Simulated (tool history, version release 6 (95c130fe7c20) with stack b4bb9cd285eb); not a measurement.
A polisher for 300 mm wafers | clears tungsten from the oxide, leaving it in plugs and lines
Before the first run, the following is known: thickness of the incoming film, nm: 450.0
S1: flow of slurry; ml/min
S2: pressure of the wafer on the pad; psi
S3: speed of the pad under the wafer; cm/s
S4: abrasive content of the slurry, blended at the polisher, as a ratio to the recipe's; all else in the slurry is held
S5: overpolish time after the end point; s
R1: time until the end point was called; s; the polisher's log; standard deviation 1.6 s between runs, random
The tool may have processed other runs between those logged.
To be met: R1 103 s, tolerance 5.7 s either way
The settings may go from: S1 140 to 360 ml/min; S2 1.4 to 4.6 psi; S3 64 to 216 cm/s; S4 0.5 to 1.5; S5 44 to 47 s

run 1 hour=0 | S1=230 S2=3 S3=140 S4=1 S5=44 | R1=70.628
run 2 hour=3.1 | S1=230 S2=2.7 S3=138 S4=1 S5=44 | R1=80.586
run 3 hour=7.9 | S1=230 S2=2.5 S3=138 S4=1 S5=44 | R1=87.477
run 4 hour=9.4 | S1=230 S2=3.1 S3=138 S4=1 S5=44 | R1=71.87
run 5 hour=12.9 | S1=230 S2=3.1 S3=138 S4=1 S5=47 | R1=69.969
run 6 hour=15.3 | S1=230 S2=2.8 S3=136 S4=1 S5=47 | R1=80.671
run 7 hour=18.5 | S1=230 S2=2.6 S3=136 S4=1 S5=47 | R1=84.009
run 8 hour=25.1 | S1=230 S2=2.4 S3=136 S4=1 S5=47 | R1=92.07
run 9 hour=28.2 | S1=230 S2=2.3 S3=136 S4=1 S5=47 | R1=94.852

4 candidate next runs follow, results not yet known. Just one meets every target within its allowed miss. Identify it.
run A hour=31.3 | S1=245 S2=2.9 S3=114 S4=1.05 S5=47 | R1=?
run B hour=31.3 | S1=235 S2=2 S3=142 S4=1.05 S5=45 | R1=?
run C hour=31.3 | S1=225 S2=2.1 S3=170 S4=0.95 S5=44 | R1=?
run D hour=31.3 | S1=185 S2=2.5 S3=138 S4=1.05 S5=47 | R1=?

move=A R1=86.431
move=B R1=101.42
move=C R1=84.777
move=D R1=85.476
A: the biggest miss grows against the last run
B: all results in spec
C: the biggest miss grows against the last run
D: the biggest miss grows against the last run
Move B is the one to make.
